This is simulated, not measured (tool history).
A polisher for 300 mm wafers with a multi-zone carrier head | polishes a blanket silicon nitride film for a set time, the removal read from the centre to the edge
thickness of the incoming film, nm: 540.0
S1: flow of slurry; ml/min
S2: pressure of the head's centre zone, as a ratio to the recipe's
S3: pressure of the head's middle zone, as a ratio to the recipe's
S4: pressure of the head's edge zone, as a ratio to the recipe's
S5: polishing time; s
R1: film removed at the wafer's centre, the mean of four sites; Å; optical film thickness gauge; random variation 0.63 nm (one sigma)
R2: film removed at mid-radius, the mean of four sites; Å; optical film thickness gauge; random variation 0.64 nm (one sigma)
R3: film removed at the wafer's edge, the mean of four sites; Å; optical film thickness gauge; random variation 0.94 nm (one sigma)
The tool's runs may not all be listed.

| run | day | S1 | S2 | S3 | S4 | S5 | R1 | R2 | R3 |
|---|---|---|---|---|---|---|---|---|---|
| 1 | 0.000 | 245 | 1.00 | 1.00 | 1.00 | 61 | 984.84 | 1001.10 | 974.03 |
| 2 | 0.071 | 245 | 1.00 | 0.98 | 0.98 | 58 | 926.24 | 936.20 | 931.83 |
| 3 | 0.342 | 245 | 1.00 | 0.98 | 0.98 | 65 | 1063.00 | 1068.60 | 1041.80 |
| 4 | 0.654 | 245 | 1.00 | 0.98 | 1.05 | 65 | 1066.90 | 1042.70 | 1055.10 |
| 5 | 0.883 | 245 | 1.01 | 0.98 | 1.04 | 61 | 983.99 | 983.73 | 986.33 |
| 6 | 1.146 | 245 | 0.95 | 0.98 | 1.04 | 61 | 932.96 | 1008.20 | 963.91 |
| 7 | 1.421 | 245 | 0.96 | 0.97 | 1.02 | 58 | 904.69 | 939.72 | 935.42 |
| 8 | 1.538 | 245 | 0.98 | 0.97 | 1.01 | 55 | 871.84 | 891.76 | 859.17 |
| 9 | 1.758 | 240 | 0.98 | 0.95 | 1.02 | 53 | 827.45 | 836.01 | 853.65 |
| 10 | 2.083 | 250 | 0.99 | 0.95 | 1.01 | 51 | 822.92 | 814.71 | 787.37 |
| 11 | 2.425 | 245 | 0.99 | 0.94 | 1.01 | 50 | 802.94 | 780.52 | 794.87 |
| 12 | 2.600 | 250 | 0.98 | 0.93 | 1.01 | 49 | 774.96 | 773.48 | 784.20 |

Forecast run 13:
| 13 | 2.904 | 255 | 0.98 | 0.92 | 1.01 | 48 | ? | ? | ? |

R1: 766.59 Å
R2: 736.81 Å
R3: 781.47 Å
